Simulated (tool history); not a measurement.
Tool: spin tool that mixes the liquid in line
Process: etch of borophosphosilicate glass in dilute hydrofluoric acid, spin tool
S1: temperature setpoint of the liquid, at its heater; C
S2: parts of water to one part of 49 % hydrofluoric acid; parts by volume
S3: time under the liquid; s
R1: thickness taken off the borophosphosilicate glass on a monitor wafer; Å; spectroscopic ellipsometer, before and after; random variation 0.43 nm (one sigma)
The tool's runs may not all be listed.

run 1 day=0.000 | S1=24.0 S2=170 S3=45 | R1=156.34
run 2 day=0.112 | S1=24.0 S2=170 S3=45 | R1=156.22
run 3 day=0.488 | S1=26.0 S2=170 S3=45 | R1=168.90
run 4 day=0.588 | S1=26.0 S2=220 S3=45 | R1=121.19
run 5 day=0.771 | S1=26.0 S2=220 S3=50 | R1=134.61
run 6 day=0.800 | S1=27.5 S2=180 S3=50 | R1=182.78
run 7 day=0.967 | S1=28.5 S2=150 S3=50 | R1=237.49
run 8 day=1.054 | S1=29.0 S2=125 S3=50 | R1=300.89
run 9 day=1.204 | S1=29.5 S2=105 S3=50 | R1=373.20
run 10 day=1.517 | S1=30.0 S2=90 S3=50 | R1=461.52
run 11 day=1.650 | S1=30.5 S2=80 S3=50 | R1=525.32

The next listed run, before its measurement:
run 12 day=1.746 | S1=31.0 S2=75 S3=50 | R1=?

Run 12 gave R1 576.41 Å.

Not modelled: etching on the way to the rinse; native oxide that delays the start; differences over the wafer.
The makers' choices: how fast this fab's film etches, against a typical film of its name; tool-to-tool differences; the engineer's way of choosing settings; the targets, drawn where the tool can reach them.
